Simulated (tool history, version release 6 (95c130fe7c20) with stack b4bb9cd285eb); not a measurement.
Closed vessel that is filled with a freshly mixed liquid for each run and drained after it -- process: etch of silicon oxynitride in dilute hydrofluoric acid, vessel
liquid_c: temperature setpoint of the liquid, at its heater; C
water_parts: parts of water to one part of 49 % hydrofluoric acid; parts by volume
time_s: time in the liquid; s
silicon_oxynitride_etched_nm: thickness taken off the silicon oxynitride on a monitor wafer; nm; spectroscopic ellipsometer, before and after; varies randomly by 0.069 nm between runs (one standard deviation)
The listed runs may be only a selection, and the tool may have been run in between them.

Run 1, hour 0: liquid_c 25 C, water_parts 150 parts by volume, time_s 350 s. Result: silicon_oxynitride_etched_nm 6.0459 nm.
Run 2, hour 4.9: liquid_c 26 C, water_parts 150 parts by volume, time_s 350 s. Result: silicon_oxynitride_etched_nm 6.2611 nm.
Run 3, hour 13.9: liquid_c 28 C, water_parts 150 parts by volume, time_s 350 s. Result: silicon_oxynitride_etched_nm 7.0461 nm.
Run 4, hour 17.1: liquid_c 28 C, water_parts 195 parts by volume, time_s 350 s. Result: silicon_oxynitride_etched_nm 5.1064 nm.
Run 5, hour 24.6: liquid_c 29 C, water_parts 190 parts by volume, time_s 350 s. Result: silicon_oxynitride_etched_nm 5.5287 nm.
Run 6, hour 30.3: liquid_c 29.5 C, water_parts 185 parts by volume, time_s 350 s. Result: silicon_oxynitride_etched_nm 5.8538 nm.
Run 7, hour 36.6: liquid_c 30 C, water_parts 180 parts by volume, time_s 350 s. Result: silicon_oxynitride_etched_nm 6.244 nm.
Run 8, hour 37.4: liquid_c 30.5 C, water_parts 175 parts by volume, time_s 350 s. Result: silicon_oxynitride_etched_nm 6.5592 nm.

What will run 9 give?
At hour 39.8: thermometer replaced.
Run 9, hour 39.8: liquid_c 31 C, water_parts 170 parts by volume, time_s 350 s. Result: silicon_oxynitride_etched_nm ?.

{"run 9": {"silicon_oxynitride_etched_nm": 7.1005}}
